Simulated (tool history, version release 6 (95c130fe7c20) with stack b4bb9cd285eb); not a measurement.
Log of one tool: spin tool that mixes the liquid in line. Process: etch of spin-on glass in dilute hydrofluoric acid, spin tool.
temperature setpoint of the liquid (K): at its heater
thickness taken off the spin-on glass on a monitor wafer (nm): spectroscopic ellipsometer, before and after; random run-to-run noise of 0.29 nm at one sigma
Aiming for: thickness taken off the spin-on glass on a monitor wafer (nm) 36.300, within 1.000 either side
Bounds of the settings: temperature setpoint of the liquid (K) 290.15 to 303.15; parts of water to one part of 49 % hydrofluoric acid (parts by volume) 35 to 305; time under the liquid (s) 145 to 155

| run | hour | temperature setpoint of the liquid (K) | parts of water to one part of 49 % hydrofluoric acid (parts by volume) | time under the liquid (s) | thickness taken off the spin-on glass on a monitor wafer (nm) |
|---|---|---|---|---|---|
| 1 | 0.0 | 295.15 | 170 | 145 | 51.569 |
| 2 | 3.5 | 295.15 | 120 | 145 | 78.189 |
| 3 | 11.1 | 293.65 | 140 | 145 | 61.599 |
| 4 | 16.5 | 293.65 | 140 | 155 | 64.079 |
| 5 | 23.4 | 293.65 | 140 | 155 | 64.616 |
| 6 | 28.9 | 293.65 | 115 | 155 | 82.248 |
| 7 | 30.4 | 292.65 | 135 | 155 | 64.778 |
| 8 | 33.3 | 292.15 | 150 | 155 | 55.948 |

Consider the 5 candidate settings below. Which is the only one whose results all fall within their allowed miss of target?
| A | 36.2 | 290.65 | 75 | 150 | ? |
| B | 36.2 | 292.15 | 120 | 155 | ? |
| C | 36.2 | 290.15 | 95 | 145 | ? |
| D | 36.2 | 294.65 | 135 | 155 | ? |
| E | 36.2 | 291.15 | 200 | 145 | ? |

| move | thickness taken off the spin-on glass on a monitor wafer (nm) |
|---|---|
| A | 113.250 |
| B | 74.196 |
| C | 82.823 |
| D | 71.764 |
| E | 36.947 |
A: moves away from the targets compared with the last run
B: moves away from the targets compared with the last run
C: moves away from the targets compared with the last run
D: moves away from the targets compared with the last run
E: all results land within tolerance of their targets
E is the move that brings every result within its allowed miss.

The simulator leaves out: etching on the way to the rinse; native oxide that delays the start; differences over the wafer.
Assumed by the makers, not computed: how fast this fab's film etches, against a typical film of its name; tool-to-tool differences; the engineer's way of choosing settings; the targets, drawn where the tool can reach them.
